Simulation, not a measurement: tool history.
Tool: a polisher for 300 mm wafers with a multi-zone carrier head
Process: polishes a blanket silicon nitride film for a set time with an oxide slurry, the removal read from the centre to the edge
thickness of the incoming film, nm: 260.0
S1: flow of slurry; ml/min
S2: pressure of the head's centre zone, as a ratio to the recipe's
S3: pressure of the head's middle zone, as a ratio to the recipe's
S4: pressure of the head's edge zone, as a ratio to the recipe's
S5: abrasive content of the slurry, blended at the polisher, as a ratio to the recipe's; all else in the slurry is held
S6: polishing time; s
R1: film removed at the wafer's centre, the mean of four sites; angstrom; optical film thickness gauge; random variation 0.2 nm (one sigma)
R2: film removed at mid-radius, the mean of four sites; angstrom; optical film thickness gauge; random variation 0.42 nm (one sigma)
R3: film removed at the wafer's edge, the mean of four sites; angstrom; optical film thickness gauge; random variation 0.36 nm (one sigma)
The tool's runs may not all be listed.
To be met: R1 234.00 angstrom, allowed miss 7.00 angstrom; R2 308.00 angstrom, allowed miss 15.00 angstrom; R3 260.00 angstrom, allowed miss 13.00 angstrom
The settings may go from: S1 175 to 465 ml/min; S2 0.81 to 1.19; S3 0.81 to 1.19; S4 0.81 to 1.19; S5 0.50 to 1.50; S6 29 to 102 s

Run 1, hour 0.0: S1 295 ml/min, S2 1.00, S3 1.00, S4 1.00, S5 1.00, S6 65 s. Result: R1 462.51 angstrom, R2 483.10 angstrom, R3 459.36 angstrom.
Run 2, hour 1.1: S1 295 ml/min, S2 1.00, S3 0.94, S4 1.00, S5 1.00, S6 65 s. Result: R1 464.57 angstrom, R2 457.90 angstrom, R3 451.67 angstrom.
Run 3, hour 10.0: S1 290 ml/min, S2 0.95, S3 0.97, S4 0.95, S5 0.85, S6 60 s. Result: R1 370.16 angstrom, R2 390.26 angstrom, R3 376.63 angstrom.
Run 4, hour 11.2: S1 290 ml/min, S2 0.95, S3 0.97, S4 0.95, S5 0.85, S6 44 s. Result: R1 272.38 angstrom, R2 291.31 angstrom, R3 278.41 angstrom.
Run 5, hour 18.7: S1 290 ml/min, S2 0.95, S3 0.97, S4 0.95, S5 1.05, S6 44 s. Result: R1 307.03 angstrom, R2 324.58 angstrom, R3 307.64 angstrom.
Run 6, hour 21.7: S1 285 ml/min, S2 0.91, S3 1.00, S4 0.92, S5 1.00, S6 44 s. Result: R1 288.69 angstrom, R2 329.87 angstrom, R3 294.19 angstrom.
Run 7, hour 28.0: S1 280 ml/min, S2 0.88, S3 1.01, S4 0.91, S5 0.95, S6 44 s. Result: R1 267.96 angstrom, R2 319.41 angstrom, R3 287.68 angstrom.
Run 8, hour 33.3: S1 275 ml/min, S2 0.86, S3 1.02, S4 0.88, S5 0.90, S6 44 s. Result: R1 254.57 angstrom, R2 312.36 angstrom, R3 274.87 angstrom.
Run 9, hour 36.9: S1 270 ml/min, S2 0.85, S3 1.03, S4 0.86, S5 0.90, S6 44 s. Result: R1 251.82 angstrom, R2 307.49 angstrom, R3 272.79 angstrom.

5 next moves are on the table. One of them brings every result within its allowed miss. Which?
Run A, hour 40.5: S1 340 ml/min, S2 1.02, S3 1.10, S4 0.81, S5 1.00, S6 39 s. Result: R1 ?, R2 ?, R3 ?.
Run B, hour 40.5: S1 320 ml/min, S2 0.93, S3 1.03, S4 0.81, S5 0.85, S6 44 s. Result: R1 ?, R2 ?, R3 ?.
Run C, hour 40.5: S1 245 ml/min, S2 0.82, S3 1.08, S4 0.84, S5 0.90, S6 43 s. Result: R1 ?, R2 ?, R3 ?.
Run D, hour 40.5: S1 250 ml/min, S2 0.87, S3 0.96, S4 0.83, S5 0.90, S6 47 s. Result: R1 ?, R2 ?, R3 ?.
Run E, hour 40.5: S1 255 ml/min, S2 0.81, S3 1.10, S4 0.96, S5 0.90, S6 44 s. Result: R1 ?, R2 ?, R3 ?.

move      R1      R2      R3
   A  287.18  308.87  249.56
   B  269.18  304.65  257.47
   C  232.17  308.77  258.39
   D  269.89  313.19  281.76
   E  235.83  321.22  281.97
A: further off than the last run
B: further off than the last run
C: meets every target
D: further off than the last run
E: brings the result that was furthest off to its target, and leaves another outside
The right move is C.
